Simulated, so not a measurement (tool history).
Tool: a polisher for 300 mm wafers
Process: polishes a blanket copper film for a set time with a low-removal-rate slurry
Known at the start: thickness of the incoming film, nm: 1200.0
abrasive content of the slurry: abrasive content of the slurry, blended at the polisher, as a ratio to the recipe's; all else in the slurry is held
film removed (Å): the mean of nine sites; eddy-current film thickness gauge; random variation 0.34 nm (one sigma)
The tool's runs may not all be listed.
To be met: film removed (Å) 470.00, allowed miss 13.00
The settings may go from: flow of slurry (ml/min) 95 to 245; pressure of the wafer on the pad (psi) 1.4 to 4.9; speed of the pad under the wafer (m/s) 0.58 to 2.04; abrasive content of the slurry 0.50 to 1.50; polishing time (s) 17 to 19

run  hour  flow of slurry (ml/min)  pressure of the wafer on the pad (psi)  speed of the pad under the wafer (m/s)  abrasive content of the slurry  polishing time (s)  film removed (Å)
  1   0.0                      155                                     3.1                                    1.30                            1.00                  19            758.00
  2   2.8                      155                                     3.1                                    1.30                            1.00                  19            754.49
  3   9.8                      155                                     2.6                                    1.30                            1.00                  19            642.78
  4  11.0                      150                                     2.4                                    1.30                            1.00                  19            589.49
  5  12.0                      145                                     2.3                                    1.30                            1.00                  19            560.29
     18.3  -- worn pad replaced by a new one
  6  18.3                      145                                     2.3                                    1.48                            1.00                  19            695.01
  7  23.0                      140                                     2.1                                    1.46                            1.00                  19            631.10
  8  30.3                      135                                     2.0                                    1.46                            1.00                  19            600.21
  9  38.0                      130                                     1.9                                    1.46                            1.00                  19            559.63

4 next moves are on the table. One of them brings every result within its allowed miss. Which?
  A  45.7                      115                                     1.6                                    1.48                            0.90                  18                 ?
  B  45.7                      140                                     1.8                                    1.30                            1.15                  18                 ?
  C  45.7                      115                                     2.0                                    1.22                            1.00                  17                 ?
  D  45.7                      125                                     1.5                                    1.58                            0.90                  18                 ?

move  film removed (Å)
   A            430.65
   B            470.57
   C            428.45
   D            439.43
A: takes the result that was furthest off past its target
B: meets every target
C: takes the result that was furthest off past its target
D: takes the result that was furthest off past its target
Move B is the one to make.

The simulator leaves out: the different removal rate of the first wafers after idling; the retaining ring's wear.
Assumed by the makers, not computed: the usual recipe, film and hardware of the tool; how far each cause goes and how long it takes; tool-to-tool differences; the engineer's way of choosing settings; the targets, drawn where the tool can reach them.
